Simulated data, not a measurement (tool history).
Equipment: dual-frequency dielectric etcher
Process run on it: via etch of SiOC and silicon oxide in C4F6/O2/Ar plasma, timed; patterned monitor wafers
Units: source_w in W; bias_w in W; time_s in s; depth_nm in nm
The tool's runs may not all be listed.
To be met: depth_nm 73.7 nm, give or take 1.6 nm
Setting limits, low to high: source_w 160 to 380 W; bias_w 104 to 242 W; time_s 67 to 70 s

| run | hour | source_w | bias_w | time_s | depth_nm |
|---|---|---|---|---|---|
| 1 | 0 | 270 | 173 | 67 | 65.289 |
| 2 | 4.5 | 270 | 159 | 67 | 64.18 |
| 3 | 9.1 | 270 | 132 | 67 | 61.326 |
| 4 | 9.7 | 300 | 139 | 67 | 64.777 |
| 5 | 14 | 300 | 166 | 67 | 67.439 |
| 6 | 17.5 | 310 | 169 | 67 | 68.903 |
| 7 | 21.3 | 320 | 171 | 67 | 69.879 |
| 8 | 25.5 | 330 | 173 | 67 | 71.326 |

Which one of the following 5 next-run settings gets every result inside its allowed miss? There is exactly one.
| A | 29.7 | 320 | 189 | 68 | ? |
| B | 29.7 | 280 | 205 | 67 | ? |
| C | 29.7 | 270 | 189 | 69.5 | ? |
| D | 29.7 | 330 | 164 | 67 | ? |
| E | 29.7 | 270 | 185 | 69 | ? |

| move | depth_nm |
|---|---|
| A | 72.867 |
| B | 69.35 |
| C | 69.181 |
| D | 70.001 |
| E | 68.271 |
A: all results land within tolerance of their targets
B: further off than the last run
C: further off than the last run
D: further off than the last run
E: further off than the last run
Answer: A
